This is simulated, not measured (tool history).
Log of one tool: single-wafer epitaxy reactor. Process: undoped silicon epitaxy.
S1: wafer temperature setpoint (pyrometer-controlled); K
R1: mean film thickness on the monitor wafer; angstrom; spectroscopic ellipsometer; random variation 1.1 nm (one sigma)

Run 1, hour 0.0: S1 948.15 K, deposition time (s) 591. Result: R1 1838.9 angstrom.
Run 2, hour 6.1: S1 951.15 K, deposition time (s) 592. Result: R1 1951.7 angstrom.
Run 3, hour 14.9: S1 954.15 K, deposition time (s) 592. Result: R1 2071.9 angstrom.
Run 4, hour 23.7: S1 945.15 K, deposition time (s) 592. Result: R1 1728.8 angstrom.
Run 5, hour 31.0: S1 945.15 K, deposition time (s) 534. Result: R1 1579.6 angstrom.
Run 6, hour 35.7: S1 945.15 K, deposition time (s) 579. Result: R1 1703.2 angstrom.
Run 7, hour 40.1: S1 950.15 K, deposition time (s) 580. Result: R1 1867.1 angstrom.
Run 8, hour 44.6: S1 953.15 K, deposition time (s) 581. Result: R1 1990.4 angstrom.

The next listed run, before its measurement:
Run 9, hour 49.5: S1 955.15 K, deposition time (s) 581. Result: R1 ?.

{"run 9": {"R1": 2068.3}}

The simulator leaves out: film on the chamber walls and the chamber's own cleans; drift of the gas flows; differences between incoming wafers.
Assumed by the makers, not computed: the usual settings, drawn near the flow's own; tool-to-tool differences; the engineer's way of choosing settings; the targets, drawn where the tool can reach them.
